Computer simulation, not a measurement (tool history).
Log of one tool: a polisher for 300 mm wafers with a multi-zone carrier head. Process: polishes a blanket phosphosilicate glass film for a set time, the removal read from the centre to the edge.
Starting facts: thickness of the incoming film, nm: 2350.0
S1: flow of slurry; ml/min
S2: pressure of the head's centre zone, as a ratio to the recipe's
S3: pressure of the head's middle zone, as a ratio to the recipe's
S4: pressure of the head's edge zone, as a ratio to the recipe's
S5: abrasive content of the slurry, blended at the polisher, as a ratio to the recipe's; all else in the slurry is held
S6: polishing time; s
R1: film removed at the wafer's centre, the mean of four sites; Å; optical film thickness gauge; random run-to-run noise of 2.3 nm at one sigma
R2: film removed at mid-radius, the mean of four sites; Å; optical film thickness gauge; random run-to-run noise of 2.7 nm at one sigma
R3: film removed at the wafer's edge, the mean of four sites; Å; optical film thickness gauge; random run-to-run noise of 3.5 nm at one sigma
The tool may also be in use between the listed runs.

run	day	S1	S2	S3	S4	S5	S6	R1	R2	R3
1	0.000	260	1.00	1.00	1.00	1.00	44	3392.1	3322.5	3577.4
2	0.058	260	1.00	1.00	1.00	1.20	44	3780.4	3694.9	3800.7
3	0.258	260	1.00	1.00	1.00	1.20	49	4201.5	4081.6	4353.6
4	0.629	265	0.97	1.03	0.95	1.10	48	3835.6	3919.5	3950.8
5	0.938	260	0.93	1.04	0.91	1.05	48	3655.4	3800.9	3744.9
6	1.217	260	0.93	0.98	0.91	1.05	48	3566.0	3678.8	3824.8
7	1.421	250	0.90	1.02	0.89	1.00	48	3387.9	3619.7	3558.9

The next listed run, before its measurement:
8	1.754	250	0.90	1.02	0.89	1.00	48	?	?	?

{"run 8": {"R1": 3387.4, "R2": 3618.2, "R3": 3627.4}}
